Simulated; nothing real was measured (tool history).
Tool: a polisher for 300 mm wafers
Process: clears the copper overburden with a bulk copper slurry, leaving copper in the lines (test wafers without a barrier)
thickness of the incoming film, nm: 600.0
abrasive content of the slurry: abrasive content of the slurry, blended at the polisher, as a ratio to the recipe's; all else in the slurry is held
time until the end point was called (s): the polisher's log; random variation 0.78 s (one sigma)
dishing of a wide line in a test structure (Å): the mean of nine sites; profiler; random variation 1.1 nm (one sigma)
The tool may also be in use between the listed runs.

run  hour  flow of slurry (ml/min)  pressure of the wafer on the pad (psi)  speed of the pad under the wafer (cm/s)  abrasive content of the slurry  overpolish time after the end point (s)  time until the end point was called (s)  dishing of a wide line in a test structure (Å)
  1   0.0                      295                                     1.8                                      106                             1.0                                       24                                   77.716                                          838.96
  2   1.1                      250                                     1.8                                      106                             1.0                                       24                                   77.765                                          845.23
  3   3.3                      250                                     1.8                                      106                             1.0                                       23                                   79.208                                          819.54
  4   5.4                      250                                     1.8                                      106                             1.0                                       22                                   77.197                                          814.26
  5   8.6                      250                                     1.8                                      106                             1.0                                       21                                   79.446                                          771.83
  6  13.2                      250                                     1.8                                      106                             0.9                                       21                                   80.422                                          782.22

Forecast run 7:
  7  15.5                      250                                     1.8                                      106                             0.9                                       20                                        ?                                               ?

Run 7 gave time until the end point was called (s) 79.019, dishing of a wide line in a test structure (Å) 748.13.
